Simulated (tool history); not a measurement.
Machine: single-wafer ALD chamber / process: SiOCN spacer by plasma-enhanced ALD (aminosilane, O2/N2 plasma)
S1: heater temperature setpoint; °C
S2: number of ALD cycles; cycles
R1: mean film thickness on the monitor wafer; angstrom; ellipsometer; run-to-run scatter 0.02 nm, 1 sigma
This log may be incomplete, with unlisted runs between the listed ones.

Run 1, hour 0.0: S1 390 °C, S2 104 cycles. Result: R1 67.823 angstrom.
Run 2, hour 3.6: S1 390 °C, S2 105 cycles. Result: R1 68.317 angstrom.
Run 3, hour 9.0: S1 390 °C, S2 91 cycles. Result: R1 59.674 angstrom.
Run 4, hour 10.4: S1 384 °C, S2 91 cycles. Result: R1 59.585 angstrom.
Run 5, hour 12.6: S1 377 °C, S2 91 cycles. Result: R1 59.445 angstrom.
Run 6, hour 21.4: S1 381 °C, S2 91 cycles. Result: R1 59.658 angstrom.
Run 7, hour 28.8: S1 381 °C, S2 93 cycles. Result: R1 60.973 angstrom.

The next listed run, before its measurement:
Run 8, hour 38.0: S1 381 °C, S2 95 cycles. Result: R1 ?.

{"run 8": {"R1": 62.171}}
